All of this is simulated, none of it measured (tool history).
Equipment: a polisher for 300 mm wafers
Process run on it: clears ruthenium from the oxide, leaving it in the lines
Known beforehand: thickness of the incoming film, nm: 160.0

run,day,flow of slurry (ml/min),pressure of the wafer on the pad (kPa),speed of the pad under the wafer (m/s),overpolish time after the end point (s),time until the end point was called (s)
1,0,255,11,1.1,15,159.53
2,0.217,255,11,1.1,15,160.21
3,0.35,255,13.1,1.12,15,133.91
4,0.675,225,13.1,1.12,15,136.99
5,0.85,190,13.1,1.12,15,144.96
6,1.012,190,13.1,1.24,15,124.97
7,1.267,190,13.1,1.24,15,129.24

Expected results for the next run?
8,1.392,210,14.5,1.24,15,?

{"run 8": {"time until the end point was called (s)": 115.25}}
